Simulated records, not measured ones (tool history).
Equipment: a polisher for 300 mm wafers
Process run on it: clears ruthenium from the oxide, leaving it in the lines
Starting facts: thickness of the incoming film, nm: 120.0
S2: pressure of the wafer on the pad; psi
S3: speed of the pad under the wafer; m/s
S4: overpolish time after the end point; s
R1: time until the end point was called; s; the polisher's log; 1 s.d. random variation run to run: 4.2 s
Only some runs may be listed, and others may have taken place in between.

Run 1, day 0: flow of slurry (ml/min) 295, S2 1.7 psi, S3 1.08 m/s, S4 46 s. Result: R1 133.18 s.
Run 2, day 0.262: flow of slurry (ml/min) 295, S2 1.7 psi, S3 1.22 m/s, S4 46 s. Result: R1 121.91 s.
Run 3, day 0.55: flow of slurry (ml/min) 295, S2 1.5 psi, S3 1.16 m/s, S4 46 s. Result: R1 137.48 s.
Run 4, day 0.738: flow of slurry (ml/min) 220, S2 1.5 psi, S3 1.16 m/s, S4 46 s. Result: R1 138.58 s.
Run 5, day 0.988: flow of slurry (ml/min) 220, S2 1.5 psi, S3 1.3 m/s, S4 46 s. Result: R1 132.08 s.
Run 6, day 1.067: flow of slurry (ml/min) 175, S2 1.5 psi, S3 1.3 m/s, S4 46 s. Result: R1 137.01 s.
Run 7, day 1.146: flow of slurry (ml/min) 175, S2 1.5 psi, S3 1.3 m/s, S4 46 s. Result: R1 131.46 s.
Run 8, day 1.225: flow of slurry (ml/min) 175, S2 1.4 psi, S3 1.2 m/s, S4 46 s. Result: R1 152.82 s.

Run 9, settings as shown, results not yet in. Your forecast:
Run 9, day 1.329: flow of slurry (ml/min) 175, S2 1.3 psi, S3 1.14 m/s, S4 46 s. Result: R1 ?.

R1: 166.21 s

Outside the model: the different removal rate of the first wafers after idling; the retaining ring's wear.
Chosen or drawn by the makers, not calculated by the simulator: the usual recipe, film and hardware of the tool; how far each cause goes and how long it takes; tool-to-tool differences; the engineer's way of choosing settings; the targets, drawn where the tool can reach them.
